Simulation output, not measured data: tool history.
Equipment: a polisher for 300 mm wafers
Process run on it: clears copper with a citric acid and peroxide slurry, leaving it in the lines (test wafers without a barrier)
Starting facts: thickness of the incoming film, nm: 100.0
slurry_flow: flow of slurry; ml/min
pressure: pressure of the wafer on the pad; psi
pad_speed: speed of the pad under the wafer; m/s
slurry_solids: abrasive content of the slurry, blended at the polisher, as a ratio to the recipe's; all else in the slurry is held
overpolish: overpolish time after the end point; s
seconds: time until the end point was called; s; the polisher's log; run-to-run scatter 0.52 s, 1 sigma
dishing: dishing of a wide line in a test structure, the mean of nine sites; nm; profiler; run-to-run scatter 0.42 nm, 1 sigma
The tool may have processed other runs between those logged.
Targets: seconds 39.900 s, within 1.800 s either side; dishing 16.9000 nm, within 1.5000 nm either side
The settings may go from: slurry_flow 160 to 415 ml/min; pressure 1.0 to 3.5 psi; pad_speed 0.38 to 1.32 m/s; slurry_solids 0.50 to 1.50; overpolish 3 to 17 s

run,hour,slurry_flow,pressure,pad_speed,slurry_solids,overpolish,seconds,dishing
1,0.0,265,2.2,0.84,1.00,9,76.995,8.8613
2,5.8,265,2.5,0.86,1.00,9,66.140,10.6120
3,14.6,265,2.5,1.06,1.00,9,55.297,12.0710
4,21.0,265,2.5,1.06,0.90,9,57.242,11.7980
5,21.7,265,2.7,1.06,0.90,9,52.654,13.2540
6,25.2,265,2.7,0.94,0.90,9,58.907,11.2230
# hour 26.3: slurry nozzle cleaned
7,26.3,265,2.9,0.96,0.90,9,51.585,12.6360
8,30.1,265,3.5,0.98,0.90,10,41.417,17.3090

Pick the move, out of 5, that brings all results within their allowed miss; only one does.
A,33.9,265,2.9,1.24,0.80,9,?,?
B,33.9,225,3.5,0.96,0.80,11,?,?
C,33.9,245,3.3,0.98,0.95,11,?,?
D,33.9,275,3.5,1.16,0.90,7,?,?
E,33.9,235,3.5,1.16,0.70,9,?,?

move,seconds,dishing
A,43.377,15.9620
B,45.447,18.5460
C,44.547,18.8710
D,36.715,14.7870
E,40.297,17.1870
A: its largest miss is bigger than the last run's
B: its largest miss is bigger than the last run's
C: its largest miss is bigger than the last run's
D: takes the result that was furthest off past its target
E: hits every target within its allowed miss
E meets every target.

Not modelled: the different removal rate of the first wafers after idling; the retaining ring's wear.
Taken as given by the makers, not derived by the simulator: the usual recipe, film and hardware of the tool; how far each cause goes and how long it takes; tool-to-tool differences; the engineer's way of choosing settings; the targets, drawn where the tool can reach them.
